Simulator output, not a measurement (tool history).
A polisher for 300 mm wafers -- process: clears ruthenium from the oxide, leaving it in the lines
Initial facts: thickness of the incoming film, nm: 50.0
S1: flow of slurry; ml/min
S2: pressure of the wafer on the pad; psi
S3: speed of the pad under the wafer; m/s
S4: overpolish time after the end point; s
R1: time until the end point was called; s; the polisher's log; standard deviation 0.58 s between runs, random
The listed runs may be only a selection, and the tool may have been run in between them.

{"run": 1, "hour": 0.0, "S1": 295, "S2": 1.6, "S3": 0.78, "S4": 8, "R1": 91.552}
{"run": 2, "hour": 7.4, "S1": 295, "S2": 1.2, "S3": 0.78, "S4": 8, "R1": 106.08}
{"run": 3, "hour": 11.7, "S1": 265, "S2": 1.2, "S3": 0.78, "S4": 8, "R1": 106.73}
{"run": 4, "hour": 17.1, "S1": 225, "S2": 1.2, "S3": 0.78, "S4": 8, "R1": 109.08}
{"run": 5, "hour": 17.8, "S1": 225, "S2": 0.8, "S3": 0.78, "S4": 8, "R1": 129.86}
{"run": 6, "hour": 19.0, "S1": 225, "S2": 0.7, "S3": 0.78, "S4": 8, "R1": 139.81}
{"run": 7, "hour": 27.4, "S1": 225, "S2": 0.9, "S3": 0.78, "S4": 8, "R1": 126.07}
{"run": 8, "hour": 32.4, "S1": 225, "S2": 1.0, "S3": 0.78, "S4": 8, "R1": 119.54}
{"run": 9, "hour": 39.9, "S1": 225, "S2": 1.1, "S3": 0.78, "S4": 8, "R1": 114.64}
{"run": 10, "hour": 46.6, "S1": 225, "S2": 1.2, "S3": 0.78, "S4": 8, "R1": 108.68}
{"run": 11, "hour": 52.5, "S1": 225, "S2": 1.3, "S3": 0.78, "S4": 8, "R1": 105.99}
{"run": 12, "hour": 60.0, "S1": 235, "S2": 1.4, "S3": 0.78, "S4": 8, "R1": 101.17}
{"run": 13, "hour": 63.4, "S1": 235, "S2": 1.9, "S3": 0.8, "S4": 8, "R1": 81.582}
{"run": 14, "hour": 67.7, "S1": 240, "S2": 1.9, "S3": 0.8, "S4": 8, "R1": 80.624}
{"run": 15, "hour": 74.0, "S1": 245, "S2": 1.9, "S3": 0.8, "S4": 8, "R1": 79.94}
{"run": 16, "hour": 81.6, "S1": 250, "S2": 1.9, "S3": 0.8, "S4": 8, "R1": 80.682}
{"run": 17, "hour": 90.0, "S1": 255, "S2": 1.9, "S3": 0.8, "S4": 8, "R1": 80.405}

The next listed run, before its measurement:
{"run": 18, "hour": 92.3, "S1": 260, "S2": 1.9, "S3": 0.8, "S4": 8, "R1": "?"}

For run 18 the tool returned R1 81.220 s.
